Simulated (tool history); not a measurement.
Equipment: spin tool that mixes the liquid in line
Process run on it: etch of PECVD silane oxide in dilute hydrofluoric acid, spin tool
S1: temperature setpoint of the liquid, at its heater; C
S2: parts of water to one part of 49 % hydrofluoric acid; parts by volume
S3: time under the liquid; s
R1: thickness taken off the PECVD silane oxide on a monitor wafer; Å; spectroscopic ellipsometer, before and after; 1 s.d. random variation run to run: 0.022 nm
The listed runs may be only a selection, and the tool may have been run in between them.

run	day	S1	S2	S3	R1
1	0	24	285	95	94.947
2	0.075	24	285	70	69.369
3	0.246	25.5	285	70	73.014
4	0.367	25	315	70	62.914
5	0.679	23.5	330	70	56.374
6	0.904	22	335	70	52.382
7	0.996	21	335	70	50.569
8	1.1	20	335	70	49.134
9	1.388	19.5	335	70	48.394

Predict the results of run 10:
10	1.688	19	335	70	?

R1: 46.731 Å
